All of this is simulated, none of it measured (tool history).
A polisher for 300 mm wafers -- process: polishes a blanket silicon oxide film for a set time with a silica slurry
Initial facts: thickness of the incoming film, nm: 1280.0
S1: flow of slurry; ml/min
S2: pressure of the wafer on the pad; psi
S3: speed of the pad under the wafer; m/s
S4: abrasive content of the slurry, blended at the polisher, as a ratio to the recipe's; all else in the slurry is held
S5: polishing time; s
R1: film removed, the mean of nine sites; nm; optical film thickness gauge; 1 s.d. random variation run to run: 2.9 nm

run  hour   S1   S2    S3   S4  S5      R1
  1   0.0  240  3.5  1.06  1.0  52  142.82
  2   8.5  240  3.9  1.08  1.0  52  163.37
  3  14.2  240  3.9  1.08  1.1  52  168.79
  4  15.6  240  3.9  1.08  1.1  52  172.41
  5  23.4  215  3.9  1.08  1.1  52  169.61
  6  29.9  215  4.1  1.08  1.1  52  175.56

Run 7 is up next; what results do you expect?
  7  30.6  220  4.3  1.08  1.1  52   ?

Run 7 measured R1 183.72 nm.
